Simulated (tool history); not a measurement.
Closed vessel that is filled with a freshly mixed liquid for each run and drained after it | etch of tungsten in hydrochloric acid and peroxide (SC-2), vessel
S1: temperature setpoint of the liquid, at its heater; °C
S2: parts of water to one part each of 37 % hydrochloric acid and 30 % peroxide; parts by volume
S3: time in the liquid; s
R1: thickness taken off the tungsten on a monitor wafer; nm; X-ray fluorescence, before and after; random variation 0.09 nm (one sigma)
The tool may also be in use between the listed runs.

run,hour,S1,S2,S3,R1
1,0,52,6,50,20.579
2,3.3,51.5,6,50,19.735
3,7.7,51,6,50,19.132
4,10,57.5,6,50,29.454
# hour 12.3: new drum of peroxide connected
5,12.3,61.5,6,50,40.387
6,13.8,61.5,8,50,32.178
7,22.4,60,8,50,29.304

Forecast run 8:
8,29.1,59,8,50,?

Run 8 gave R1 27.677 nm.
